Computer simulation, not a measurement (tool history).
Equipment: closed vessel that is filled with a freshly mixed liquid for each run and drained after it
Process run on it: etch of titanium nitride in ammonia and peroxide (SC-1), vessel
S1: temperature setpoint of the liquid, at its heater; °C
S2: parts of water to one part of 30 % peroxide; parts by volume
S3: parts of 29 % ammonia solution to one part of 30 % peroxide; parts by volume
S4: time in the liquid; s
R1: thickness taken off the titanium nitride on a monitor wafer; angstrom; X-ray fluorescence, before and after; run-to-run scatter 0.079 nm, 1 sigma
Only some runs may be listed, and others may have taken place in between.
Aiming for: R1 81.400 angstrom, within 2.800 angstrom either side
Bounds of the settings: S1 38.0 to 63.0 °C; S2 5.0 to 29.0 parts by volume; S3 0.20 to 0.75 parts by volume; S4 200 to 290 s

{"run": 1, "day": 0.0, "S1": 47.0, "S2": 16.0, "S3": 0.45, "S4": 290, "R1": 103.23}
{"run": 2, "day": 0.133, "S1": 47.0, "S2": 16.0, "S3": 0.4, "S4": 290, "R1": 100.93}
{"run": 3, "day": 0.371, "S1": 47.0, "S2": 16.0, "S3": 0.4, "S4": 200, "R1": 70.107}
{"run": 4, "day": 0.633, "S1": 47.5, "S2": 16.0, "S3": 0.4, "S4": 200, "R1": 71.712}
{"run": 5, "day": 0.796, "S1": 40.5, "S2": 16.0, "S3": 0.4, "S4": 200, "R1": 43.059}
{"run": 6, "day": 1.138, "S1": 42.0, "S2": 16.0, "S3": 0.4, "S4": 200, "R1": 48.145}
{"run": 7, "day": 1.346, "S1": 42.0, "S2": 16.0, "S3": 0.4, "S4": 200, "R1": 48.658}
{"run": 8, "day": 1.725, "S1": 43.0, "S2": 16.0, "S3": 0.4, "S4": 200, "R1": 52.751}
{"day": 1.971, "done": "ammonia flow meter replaced"}
{"run": 9, "day": 1.971, "S1": 44.0, "S2": 16.0, "S3": 0.4, "S4": 200, "R1": 57.238}

Consider the 4 candidate settings below. Which is the only one whose results all fall within their allowed miss of target?
{"run": "A", "day": 2.217, "S1": 48.5, "S2": 15.5, "S3": 0.35, "S4": 210, "R1": "?"}
{"run": "B", "day": 2.217, "S1": 55.0, "S2": 24.5, "S3": 0.2, "S4": 210, "R1": "?"}
{"run": "C", "day": 2.217, "S1": 44.5, "S2": 12.5, "S3": 0.45, "S4": 260, "R1": "?"}
{"run": "D", "day": 2.217, "S1": 45.5, "S2": 15.5, "S3": 0.5, "S4": 255, "R1": "?"}

move=A R1=82.347
move=B R1=89.462
move=C R1=90.310
move=D R1=86.327
A: in spec on every target
B: moves the result that the last run missed by most past its target, out the other side
C: moves the result that the last run missed by most past its target, out the other side
D: moves the result that the last run missed by most past its target, out the other side
So the answer is move A, the one that meets all the targets.
